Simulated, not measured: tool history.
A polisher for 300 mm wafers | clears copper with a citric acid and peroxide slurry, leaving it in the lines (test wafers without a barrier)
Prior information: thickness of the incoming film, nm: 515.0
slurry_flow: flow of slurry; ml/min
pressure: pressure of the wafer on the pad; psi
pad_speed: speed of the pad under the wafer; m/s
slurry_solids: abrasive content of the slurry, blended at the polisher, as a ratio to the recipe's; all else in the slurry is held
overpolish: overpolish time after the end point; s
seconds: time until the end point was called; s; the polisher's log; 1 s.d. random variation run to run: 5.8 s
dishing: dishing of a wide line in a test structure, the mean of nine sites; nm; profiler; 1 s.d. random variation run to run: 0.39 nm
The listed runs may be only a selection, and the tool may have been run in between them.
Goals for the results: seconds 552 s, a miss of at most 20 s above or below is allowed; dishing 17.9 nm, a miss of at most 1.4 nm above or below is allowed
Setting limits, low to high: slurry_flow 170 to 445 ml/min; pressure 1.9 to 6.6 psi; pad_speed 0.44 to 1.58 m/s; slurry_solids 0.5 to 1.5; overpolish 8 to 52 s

run	day	slurry_flow	pressure	pad_speed	slurry_solids	overpolish	seconds	dishing
1	0	285	4.2	1	1	26	198.92	44.836
2	0.025	285	4.2	1	1	17	197.68	33.108
3	0.1	285	4.2	1	1.15	17	189.08	33.792
4	0.179	285	4.2	1	1.15	13	195.96	25.731
5	0.438	285	3.2	1	1.15	13	235.13	21.723
6	0.488	285	3.7	1	1.15	13	209.69	24.318
7	0.696	275	3.1	0.82	1.05	17	298.26	22.611
8	0.729	270	2.7	0.72	1	19	374.86	19.893
9	0.954	265	2.4	0.66	0.95	21	452.08	18.544

Which one of the following 4 next-run settings gets every result inside its allowed miss? There is exactly one.
A	1.179	255	2.1	0.6	0.8	25	?	?
B	1.179	290	1.9	0.58	0.85	22	?	?
C	1.179	400	2.3	0.56	0.7	20	?	?
D	1.179	235	1.9	0.64	0.9	20	?	?

move	seconds	dishing
A	553.53	17.764
B	589.1	14.877
C	552.74	14.478
D	543.24	14.676
A: all results in spec
B: moves the result that the last run missed by most past its target, out the other side
C: corrects the largest miss of the last run, while another result sits out of spec
D: corrects the largest miss of the last run, while another result sits out of spec
Correct choice: A, which meets every target
